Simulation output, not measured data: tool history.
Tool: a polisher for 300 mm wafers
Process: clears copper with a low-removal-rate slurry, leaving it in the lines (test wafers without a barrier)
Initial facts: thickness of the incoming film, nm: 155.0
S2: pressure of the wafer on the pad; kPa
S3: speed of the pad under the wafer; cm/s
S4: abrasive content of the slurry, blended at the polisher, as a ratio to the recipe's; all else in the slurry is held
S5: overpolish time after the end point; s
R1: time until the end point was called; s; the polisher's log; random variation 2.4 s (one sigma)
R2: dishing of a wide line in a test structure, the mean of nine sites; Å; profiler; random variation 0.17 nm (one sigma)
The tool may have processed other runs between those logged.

run 1 hour=0.0 | flow_of_slurry_(ml/min)=150 S2=15.2 S3=88 S4=1.0 S5=11 | R1=83.659 R2=170.90
run 2 hour=1.6 | flow_of_slurry_(ml/min)=150 S2=17.2 S3=88 S4=1.0 S5=11 | R1=76.208 R2=192.83
run 3 hour=7.9 | flow_of_slurry_(ml/min)=145 S2=15.2 S3=86 S4=1.0 S5=11 | R1=82.827 R2=170.39
run 4 hour=13.9 | flow_of_slurry_(ml/min)=145 S2=15.2 S3=86 S4=1.0 S5=15 | R1=84.074 R2=225.48
run 5 hour=18.4 | flow_of_slurry_(ml/min)=145 S2=12.4 S3=86 S4=1.0 S5=15 | R1=97.806 R2=194.71
run 6 hour=23.6 | flow_of_slurry_(ml/min)=145 S2=11.7 S3=86 S4=1.0 S5=14 | R1=102.010 R2=174.16
run 7 hour=26.2 | flow_of_slurry_(ml/min)=145 S2=11.0 S3=86 S4=1.0 S5=14 | R1=108.080 R2=164.53

Predict the results of run 8:
run 8 hour=34.9 | flow_of_slurry_(ml/min)=145 S2=10.3 S3=86 S4=1.0 S5=14 | R1=? R2=?

For run 8 the tool returned R1 110.440 s, R2 158.72 Å.
